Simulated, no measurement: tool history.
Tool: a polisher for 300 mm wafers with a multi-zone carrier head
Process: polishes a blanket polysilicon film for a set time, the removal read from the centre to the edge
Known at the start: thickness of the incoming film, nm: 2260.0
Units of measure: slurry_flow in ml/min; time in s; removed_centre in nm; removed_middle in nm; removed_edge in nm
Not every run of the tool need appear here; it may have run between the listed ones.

run	hour	slurry_flow	centre_zone	middle_zone	edge_zone	time	removed_centre	removed_middle	removed_edge
1	0	300	1	1	1	33	195.83	195.48	196.82
2	5.9	230	1	1	1	33	192.13	189.06	191.43
3	9.2	250	1	1.01	1.03	35	204.16	205.3	200.15
4	15.5	250	1	0.94	1.03	35	204.38	197.65	201.58
5	21.4	250	1	0.94	1.1	35	205.03	196.54	205
6	23.4	220	1	0.94	1.1	35	202.36	193.06	205.07

Estimate the outcome of run 7 from the log above:
7	28.8	215	0.99	0.94	1.12	37	?	?	?

removed_centre: 211.23 nm
removed_middle: 203.65 nm
removed_edge: 219.43 nm

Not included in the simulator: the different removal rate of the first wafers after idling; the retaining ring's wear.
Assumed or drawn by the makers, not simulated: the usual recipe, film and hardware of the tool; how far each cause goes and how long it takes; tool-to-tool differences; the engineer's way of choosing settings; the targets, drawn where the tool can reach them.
